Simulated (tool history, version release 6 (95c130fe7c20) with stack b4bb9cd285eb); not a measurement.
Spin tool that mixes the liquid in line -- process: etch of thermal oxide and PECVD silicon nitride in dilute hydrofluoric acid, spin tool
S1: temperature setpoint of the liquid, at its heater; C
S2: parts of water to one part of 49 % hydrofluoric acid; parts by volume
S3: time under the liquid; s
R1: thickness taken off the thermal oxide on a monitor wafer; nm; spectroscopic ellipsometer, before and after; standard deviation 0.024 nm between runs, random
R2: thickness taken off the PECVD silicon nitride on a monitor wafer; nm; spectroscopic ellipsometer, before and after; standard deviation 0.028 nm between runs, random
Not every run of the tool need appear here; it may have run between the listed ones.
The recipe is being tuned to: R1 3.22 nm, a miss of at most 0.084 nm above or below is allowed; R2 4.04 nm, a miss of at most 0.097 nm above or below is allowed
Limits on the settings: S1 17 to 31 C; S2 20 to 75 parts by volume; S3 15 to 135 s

run  hour    S1  S2  S3      R1      R2
  1     0    23  45  70  7.2373  8.1833
  2   1.9    23  35  70  9.4306  10.358
  3   3.1    23  50  70  6.4481  7.4254
  4   3.7    23  50  55  5.1031  5.8598
  5     6    23  55  55  4.6359  5.3061
  6     8    23  60  55  4.2071  4.8675
  7  11.5  24.5  75  55  3.5145  4.3368
  8  18.8  24.5  75  50  3.1279  3.9463

5 next moves are on the table. One of them brings every result within its allowed miss. Which?
  A  26.1  22.5  60  45   ?   ?
  B  26.1  22.5  75  55   ?   ?
  C  26.1    28  75  40   ?   ?
  D  26.1    25  75  50   ?   ?
  E  26.1  28.5  75  40   ?   ?

move      R1      R2
   A  3.3873  3.8995
   B  3.2507  3.8298
   C  2.9448  4.0044
   D  3.2696  4.1142
   E  3.0027  4.1356
A: pushes the last run's worst result past its target
B: puts the biggest miss on target and leaves a different result outside tolerance
C: moves away from the targets compared with the last run
D: in spec on every target
E: moves away from the targets compared with the last run
The move that meets every target is D.
